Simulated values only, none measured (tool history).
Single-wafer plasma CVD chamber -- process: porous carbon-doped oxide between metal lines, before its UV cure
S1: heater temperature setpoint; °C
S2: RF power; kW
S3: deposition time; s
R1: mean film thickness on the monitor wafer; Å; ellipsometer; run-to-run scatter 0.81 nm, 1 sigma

Run 1, hour 0.0: S1 300 °C, S2 0.630 kW, S3 50.9 s. Result: R1 2860.9 Å.
Run 2, hour 5.4: S1 296 °C, S2 0.630 kW, S3 50.9 s. Result: R1 2940.2 Å.
Run 3, hour 8.1: S1 296 °C, S2 0.545 kW, S3 50.9 s. Result: R1 2656.6 Å.
Run 4, hour 11.6: S1 296 °C, S2 0.545 kW, S3 50.9 s. Result: R1 2643.4 Å.
Run 5, hour 13.6: S1 300 °C, S2 0.535 kW, S3 50.9 s. Result: R1 2568.6 Å.
Run 6, hour 16.5: S1 303 °C, S2 0.525 kW, S3 50.9 s. Result: R1 2486.6 Å.
Run 7, hour 18.7: S1 305 °C, S2 0.520 kW, S3 50.9 s. Result: R1 2422.9 Å.

What does the tool deliver on the next run?
Run 8, hour 25.2: S1 306 °C, S2 0.515 kW, S3 50.9 s. Result: R1 ?.

Run 8 measured R1 2385.7 Å.

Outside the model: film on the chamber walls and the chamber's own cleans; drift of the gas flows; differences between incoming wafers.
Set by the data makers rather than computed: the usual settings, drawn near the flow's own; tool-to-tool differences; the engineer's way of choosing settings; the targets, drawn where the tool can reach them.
